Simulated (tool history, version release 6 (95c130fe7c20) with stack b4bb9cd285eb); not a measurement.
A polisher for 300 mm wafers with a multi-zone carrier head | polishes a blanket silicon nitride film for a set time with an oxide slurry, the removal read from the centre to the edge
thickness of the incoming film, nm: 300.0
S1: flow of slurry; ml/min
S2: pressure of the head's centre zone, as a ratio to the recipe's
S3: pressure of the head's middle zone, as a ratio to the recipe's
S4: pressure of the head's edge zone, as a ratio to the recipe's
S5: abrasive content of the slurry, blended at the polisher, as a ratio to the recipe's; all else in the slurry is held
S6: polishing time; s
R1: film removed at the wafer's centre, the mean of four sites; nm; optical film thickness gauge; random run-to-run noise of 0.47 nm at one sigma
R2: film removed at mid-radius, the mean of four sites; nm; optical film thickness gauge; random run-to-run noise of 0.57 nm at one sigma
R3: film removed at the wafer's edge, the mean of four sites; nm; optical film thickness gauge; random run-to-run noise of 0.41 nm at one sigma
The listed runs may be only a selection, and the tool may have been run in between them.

run  hour   S1    S2    S3    S4    S5  S6      R1      R2      R3
  1   0.0  230  1.00  1.00  1.00  1.00  37  22.172  22.209  21.785
  2   4.1  195  1.00  1.00  1.00  1.00  37  21.375  22.862  21.138
  3   5.6  195  1.00  1.00  1.00  0.80  37  20.018  20.609  20.150
  4   8.0  215  1.00  1.00  1.00  0.80  37  20.374  21.339  20.286
  5  12.1  215  1.00  1.00  1.00  0.90  37  21.245  22.434  20.638
  6  16.0  215  1.00  1.05  1.00  0.90  37  21.198  23.364  20.853
  7  17.3  225  0.98  1.03  1.05  1.05  41  24.427  26.594  24.426
  8  23.6  235  0.95  1.00  1.08  1.20  45  26.667  29.647  29.290
  9  24.5  240  0.96  0.99  1.09  1.30  47  28.893  30.239  30.699
     33.2  -- worn pad replaced by a new one
 10  33.2  245  0.96  1.00  1.11  1.35  49  33.815  37.337  37.867
 11  34.9  260  0.97  1.00  1.12  1.35  49  35.108  36.975  37.074
 12  37.3  260  0.97  1.00  1.14  1.40  49  34.408  37.368  38.164

Estimate the outcome of run 13 from the log above:
 13  40.9  270  0.98  1.00  1.15  1.40  49   ?   ?   ?

R1: 34.991 nm
R2: 38.500 nm
R3: 38.095 nm

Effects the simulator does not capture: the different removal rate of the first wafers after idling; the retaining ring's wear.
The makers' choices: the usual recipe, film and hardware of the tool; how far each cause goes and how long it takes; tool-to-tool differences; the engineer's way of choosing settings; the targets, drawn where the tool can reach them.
